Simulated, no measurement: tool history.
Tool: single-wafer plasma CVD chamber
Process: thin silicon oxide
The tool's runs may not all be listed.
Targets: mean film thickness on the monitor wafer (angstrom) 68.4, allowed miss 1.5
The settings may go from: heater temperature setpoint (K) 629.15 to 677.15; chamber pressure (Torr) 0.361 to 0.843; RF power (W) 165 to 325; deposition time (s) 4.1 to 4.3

run	hour	heater temperature setpoint (K)	chamber pressure (Torr)	RF power (W)	deposition time (s)	mean film thickness on the monitor wafer (angstrom)
1	0	653.15	0.602	245	4.3	54.178
2	6.3	653.15	0.602	245	4.1	52.084
3	13.8	657.15	0.602	245	4.1	51.514
4	14.4	657.15	0.519	245	4.1	44.553
5	17.6	657.15	0.519	245	4.3	46.869
6	19.6	657.15	0.519	245	4.3	46.716
7	24.8	657.15	0.587	245	4.3	52.981
8	31.7	657.15	0.63	245	4.3	56.343
9	32.3	656.15	0.665	245	4.3	59.806
10	38.8	656.15	0.69	245	4.3	61.671

5 next moves are on the table. One of them brings every result within its allowed miss. Which?
A	45.3	654.15	0.676	240	4.1	?
B	45.3	649.15	0.758	245	4.3	?
C	45.3	656.15	0.662	195	4.1	?
D	45.3	672.15	0.687	240	4.1	?
E	45.3	658.15	0.825	245	4.3	?

move	mean film thickness on the monitor wafer (angstrom)
A	57.333
B	67.898
C	51.213
D	57.466
E	72.7
A: further off than the last run
B: meets every target
C: further off than the last run
D: further off than the last run
E: takes the result that was furthest off past its target
Move B is the one to make.
